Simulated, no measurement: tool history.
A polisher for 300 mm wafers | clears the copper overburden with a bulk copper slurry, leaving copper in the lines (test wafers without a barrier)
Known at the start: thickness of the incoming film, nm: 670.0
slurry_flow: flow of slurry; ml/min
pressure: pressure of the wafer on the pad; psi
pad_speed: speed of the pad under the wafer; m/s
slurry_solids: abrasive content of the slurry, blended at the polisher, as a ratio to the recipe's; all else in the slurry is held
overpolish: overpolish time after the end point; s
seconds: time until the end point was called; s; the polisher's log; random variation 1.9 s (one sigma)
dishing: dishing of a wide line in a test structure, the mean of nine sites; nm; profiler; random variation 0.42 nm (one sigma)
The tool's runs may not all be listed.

run	hour	slurry_flow	pressure	pad_speed	slurry_solids	overpolish	seconds	dishing
1	0.0	285	3.0	0.98	1.00	25	63.302	49.739
2	5.8	285	2.5	0.90	1.00	20	81.851	44.142
3	13.4	330	2.2	0.80	1.15	17	95.221	38.842
4	21.6	395	2.2	0.80	1.15	17	97.243	39.371
5	23.9	445	2.2	0.80	1.15	17	95.177	38.946
6	31.5	420	2.2	0.80	1.15	17	97.417	39.782
7	37.9	350	2.0	0.74	1.25	14	110.580	34.320

Forecast run 8:
8	41.0	300	1.8	0.72	1.30	12	?	?

{"run 8": {"seconds": 125.92, "dishing": 27.897}}
